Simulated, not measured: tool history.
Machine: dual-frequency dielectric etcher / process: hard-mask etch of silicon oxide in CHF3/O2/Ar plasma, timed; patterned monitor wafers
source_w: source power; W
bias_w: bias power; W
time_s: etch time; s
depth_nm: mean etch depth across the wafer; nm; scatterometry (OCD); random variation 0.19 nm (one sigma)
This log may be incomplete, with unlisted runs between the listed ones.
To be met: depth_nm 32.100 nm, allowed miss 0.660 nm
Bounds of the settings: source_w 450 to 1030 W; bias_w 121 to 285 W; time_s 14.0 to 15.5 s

{"run": 1, "day": 0.0, "source_w": 740, "bias_w": 203, "time_s": 15.5, "depth_nm": 36.114}
{"run": 2, "day": 0.117, "source_w": 710, "bias_w": 201, "time_s": 15.5, "depth_nm": 35.196}
{"run": 3, "day": 0.4, "source_w": 690, "bias_w": 200, "time_s": 15.5, "depth_nm": 34.86}
{"run": 4, "day": 0.479, "source_w": 820, "bias_w": 200, "time_s": 15.5, "depth_nm": 36.724}
{"run": 5, "day": 0.792, "source_w": 870, "bias_w": 200, "time_s": 15.5, "depth_nm": 38.475}
{"run": 6, "day": 0.958, "source_w": 820, "bias_w": 197, "time_s": 15.5, "depth_nm": 37.196}
{"run": 7, "day": 1.225, "source_w": 780, "bias_w": 194, "time_s": 15.5, "depth_nm": 35.485}
{"run": 8, "day": 1.496, "source_w": 780, "bias_w": 194, "time_s": 15.5, "depth_nm": 35.987}
{"run": 9, "day": 1.704, "source_w": 750, "bias_w": 192, "time_s": 15.5, "depth_nm": 35.651}
{"run": 10, "day": 1.754, "source_w": 720, "bias_w": 189, "time_s": 15.5, "depth_nm": 34.441}
{"run": 11, "day": 1.821, "source_w": 700, "bias_w": 188, "time_s": 15.5, "depth_nm": 33.426}
{"run": 12, "day": 1.938, "source_w": 690, "bias_w": 188, "time_s": 15.5, "depth_nm": 33.762}
{"run": 13, "day": 2.025, "source_w": 590, "bias_w": 179, "time_s": 15.5, "depth_nm": 30.22}
{"run": 14, "day": 2.154, "source_w": 600, "bias_w": 179, "time_s": 15.5, "depth_nm": 30.788}

Which single option among these 4 for the next run brings every result within its allowed miss of target? Just one does.
{"run": "A", "day": 2.283, "source_w": 560, "bias_w": 181, "time_s": 15.5, "depth_nm": "?"}
{"run": "B", "day": 2.283, "source_w": 650, "bias_w": 177, "time_s": 15.0, "depth_nm": "?"}
{"run": "C", "day": 2.283, "source_w": 620, "bias_w": 185, "time_s": 15.5, "depth_nm": "?"}
{"run": "D", "day": 2.283, "source_w": 630, "bias_w": 181, "time_s": 15.0, "depth_nm": "?"}

move=A depth_nm=30.073
move=B depth_nm=30.587
move=C depth_nm=31.779
move=D depth_nm=30.578
A: misses by more than the last run did
B: misses by more than the last run did
C: all results in spec
D: misses by more than the last run did
The move that meets every target is C.
